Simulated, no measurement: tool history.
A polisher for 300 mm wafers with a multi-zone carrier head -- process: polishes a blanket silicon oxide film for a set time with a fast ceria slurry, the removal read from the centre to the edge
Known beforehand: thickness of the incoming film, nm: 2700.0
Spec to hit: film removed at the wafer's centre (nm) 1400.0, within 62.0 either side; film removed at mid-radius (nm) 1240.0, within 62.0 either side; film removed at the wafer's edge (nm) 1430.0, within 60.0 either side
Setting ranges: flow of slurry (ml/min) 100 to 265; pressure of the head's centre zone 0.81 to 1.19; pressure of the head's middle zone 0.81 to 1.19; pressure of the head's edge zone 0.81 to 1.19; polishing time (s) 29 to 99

run	hour	flow of slurry (ml/min)	pressure of the head's centre zone	pressure of the head's middle zone	pressure of the head's edge zone	polishing time (s)	film removed at the wafer's centre (nm)	film removed at mid-radius (nm)	film removed at the wafer's edge (nm)
1	0.0	170	1.00	1.00	1.00	64	1186.3	1066.0	1081.7
2	2.0	170	1.00	1.00	1.00	69	1274.5	1151.1	1163.8
3	2.9	210	1.00	1.00	1.00	69	1295.3	1205.5	1185.1
4	8.9	210	1.00	1.07	1.00	69	1294.1	1282.1	1182.7
5	13.5	205	1.00	1.05	1.03	70	1306.3	1240.9	1223.8
6	16.1	205	1.00	1.05	1.08	70	1282.5	1291.8	1248.5
7	16.9	200	1.00	1.02	1.09	71	1338.9	1282.9	1258.0
8	23.8	190	0.98	0.99	1.10	72	1301.0	1227.3	1309.5

Which single option among these 5 for the next run brings every result within its allowed miss of target? Just one does.
A	30.7	165	1.03	1.00	1.13	75	?	?	?
B	30.7	170	0.95	0.81	1.09	80	?	?	?
C	30.7	140	0.93	0.87	1.19	85	?	?	?
D	30.7	130	0.95	0.81	1.05	91	?	?	?
E	30.7	195	0.97	0.92	1.13	78	?	?	?

move	film removed at the wafer's centre (nm)	film removed at mid-radius (nm)	film removed at the wafer's edge (nm)
A	1395.9	1254.8	1344.3
B	1378.2	1129.3	1416.0
C	1385.8	1234.3	1538.7
D	1493.3	1230.7	1532.9
E	1402.9	1246.2	1423.8
A: closer than the last run, but not yet in spec
B: the furthest-off result lands on target, but another misses its tolerance
C: takes the result that was furthest off past its target
D: takes the result that was furthest off past its target
E: hits every target within its allowed miss
Move E is the one to make.

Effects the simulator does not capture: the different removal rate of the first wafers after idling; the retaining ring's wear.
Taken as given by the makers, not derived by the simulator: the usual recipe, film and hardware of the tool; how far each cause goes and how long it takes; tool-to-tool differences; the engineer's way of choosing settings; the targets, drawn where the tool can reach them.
